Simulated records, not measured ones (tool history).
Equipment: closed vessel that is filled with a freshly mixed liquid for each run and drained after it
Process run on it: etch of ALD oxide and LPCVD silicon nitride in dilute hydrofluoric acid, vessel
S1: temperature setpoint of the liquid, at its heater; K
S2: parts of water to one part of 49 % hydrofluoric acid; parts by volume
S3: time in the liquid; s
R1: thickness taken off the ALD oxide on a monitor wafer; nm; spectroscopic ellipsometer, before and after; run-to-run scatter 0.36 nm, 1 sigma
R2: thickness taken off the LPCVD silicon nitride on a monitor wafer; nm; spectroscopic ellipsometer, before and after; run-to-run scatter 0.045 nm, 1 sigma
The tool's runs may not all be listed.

run 1 hour=0.0 | S1=298.15 S2=85 S3=200 | R1=33.477 R2=1.19170
run 2 hour=6.0 | S1=298.15 S2=110 S3=200 | R1=25.039 R2=0.89905
run 3 hour=10.2 | S1=298.15 S2=110 S3=130 | R1=16.262 R2=0.59455
run 4 hour=14.1 | S1=298.15 S2=80 S3=145 | R1=26.005 R2=0.89711
run 5 hour=22.7 | S1=298.15 S2=65 S3=145 | R1=32.172 R2=1.12570
run 6 hour=31.5 | S1=298.15 S2=50 S3=155 | R1=46.046 R2=1.51100
run 7 hour=38.1 | S1=298.65 S2=40 S3=150 | R1=57.462 R2=1.88730
run 8 hour=41.4 | S1=298.65 S2=35 S3=150 | R1=67.104 R2=2.14090

Estimate the outcome of run 9 from the log above:
run 9 hour=49.6 | S1=298.15 S2=35 S3=150 | R1=? R2=?

Run 9 gave R1 64.975 nm, R2 2.03120 nm.
